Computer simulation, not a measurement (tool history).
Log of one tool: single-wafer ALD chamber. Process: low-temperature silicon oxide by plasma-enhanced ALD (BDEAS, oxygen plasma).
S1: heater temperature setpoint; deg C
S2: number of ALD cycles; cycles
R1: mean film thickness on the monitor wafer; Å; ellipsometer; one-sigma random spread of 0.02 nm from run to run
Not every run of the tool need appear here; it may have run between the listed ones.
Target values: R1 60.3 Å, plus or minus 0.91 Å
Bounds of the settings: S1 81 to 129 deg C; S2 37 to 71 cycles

run 1 hour=0 | S1=105 S2=54 | R1=72.991
run 2 hour=5 | S1=105 S2=59 | R1=79.589
run 3 hour=13.5 | S1=105 S2=65 | R1=88.441
run 4 hour=19.7 | S1=107 S2=61 | R1=82.364
run 5 hour=25.1 | S1=98 S2=61 | R1=83.735
run 6 hour=33.9 | S1=98 S2=65 | R1=88.561
run 7 hour=42.9 | S1=110 S2=56 | R1=74.885
run 8 hour=49.7 | S1=111 S2=54 | R1=71.656
run 9 hour=53.7 | S1=113 S2=52 | R1=69.113
run 10 hour=55.1 | S1=114 S2=51 | R1=67.747
run 11 hour=58.7 | S1=115 S2=50 | R1=66.859
run 12 hour=62.5 | S1=116 S2=49 | R1=65.017
run 13 hour=66.2 | S1=117 S2=48 | R1=63.702
run 14 hour=67 | S1=118 S2=48 | R1=63.314
run 15 hour=72.3 | S1=124 S2=45 | R1=58.419
run 16 hour=79.8 | S1=123 S2=45 | R1=58.927
run 17 hour=86.6 | S1=122 S2=45 | R1=58.846
run 18 hour=88.2 | S1=121 S2=45 | R1=58.84
run 19 hour=96.4 | S1=120 S2=45 | R1=58.58

Of the 4 settings listed for the next run, only one would bring every result within its allowed miss of target. Which one?
run A hour=104.6 | S1=121 S2=48 | R1=?
run B hour=104.6 | S1=113 S2=45 | R1=?
run C hour=104.6 | S1=122 S2=48 | R1=?
run D hour=104.6 | S1=122 S2=45 | R1=?

move=A R1=62.743
move=B R1=59.842
move=C R1=62.607
move=D R1=58.694
A: carries the result that was furthest off beyond its target, to the other side
B: each result inside its tolerance
C: carries the result that was furthest off beyond its target, to the other side
D: nearer than the last run, and not there yet
So the answer is move B, the one that meets all the targets.

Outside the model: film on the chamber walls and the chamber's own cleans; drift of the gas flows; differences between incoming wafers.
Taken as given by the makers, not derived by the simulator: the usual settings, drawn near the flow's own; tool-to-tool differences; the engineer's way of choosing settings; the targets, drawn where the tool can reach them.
